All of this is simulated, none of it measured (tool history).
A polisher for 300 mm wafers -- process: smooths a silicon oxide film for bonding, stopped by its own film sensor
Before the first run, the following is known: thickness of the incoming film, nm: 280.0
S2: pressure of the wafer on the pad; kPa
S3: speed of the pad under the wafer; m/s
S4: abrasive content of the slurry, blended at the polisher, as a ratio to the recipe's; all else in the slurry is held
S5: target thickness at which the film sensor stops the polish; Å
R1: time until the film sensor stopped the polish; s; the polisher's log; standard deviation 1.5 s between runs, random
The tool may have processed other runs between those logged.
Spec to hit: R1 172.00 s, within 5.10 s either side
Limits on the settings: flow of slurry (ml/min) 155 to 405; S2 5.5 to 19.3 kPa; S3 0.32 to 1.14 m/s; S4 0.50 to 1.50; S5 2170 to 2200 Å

Run 1, hour 0.0: flow of slurry (ml/min) 260, S2 12.4 kPa, S3 0.72 m/s, S4 1.00, S5 2200 Å. Result: R1 133.88 s.
Run 2, hour 7.8: flow of slurry (ml/min) 295, S2 12.4 kPa, S3 0.72 m/s, S4 1.00, S5 2200 Å. Result: R1 134.66 s.
Run 3, hour 16.1: flow of slurry (ml/min) 295, S2 11.7 kPa, S3 0.72 m/s, S4 1.00, S5 2200 Å. Result: R1 139.04 s.
Run 4, hour 20.3: flow of slurry (ml/min) 295, S2 11.7 kPa, S3 0.72 m/s, S4 1.00, S5 2170 Å. Result: R1 146.45 s.
Run 5, hour 28.0: flow of slurry (ml/min) 295, S2 11.0 kPa, S3 0.72 m/s, S4 1.00, S5 2170 Å. Result: R1 150.47 s.
Run 6, hour 32.6: flow of slurry (ml/min) 295, S2 10.3 kPa, S3 0.72 m/s, S4 1.00, S5 2170 Å. Result: R1 156.92 s.
Run 7, hour 40.1: flow of slurry (ml/min) 295, S2 9.7 kPa, S3 0.72 m/s, S4 1.00, S5 2170 Å. Result: R1 164.75 s.
Run 8, hour 46.2: flow of slurry (ml/min) 295, S2 9.7 kPa, S3 0.72 m/s, S4 1.00, S5 2170 Å. Result: R1 163.92 s.

Next run, 4 choices. One meets every target within its allowed miss, the rest don't. Which?
Run A, hour 52.3: flow of slurry (ml/min) 260, S2 9.0 kPa, S3 0.74 m/s, S4 1.10, S5 2200 Å. Result: R1 ?.
Run B, hour 52.3: flow of slurry (ml/min) 275, S2 11.0 kPa, S3 0.74 m/s, S4 0.85, S5 2190 Å. Result: R1 ?.
Run C, hour 52.3: flow of slurry (ml/min) 320, S2 7.6 kPa, S3 0.76 m/s, S4 1.05, S5 2190 Å. Result: R1 ?.
Run D, hour 52.3: flow of slurry (ml/min) 310, S2 11.0 kPa, S3 0.70 m/s, S4 0.95, S5 2170 Å. Result: R1 ?.

move      R1
   A  152.62
   B  154.44
   C  167.89
   D  155.30
A: its largest miss is bigger than the last run's
B: its largest miss is bigger than the last run's
C: each result inside its tolerance
D: its largest miss is bigger than the last run's
Go with C: it meets all targets.
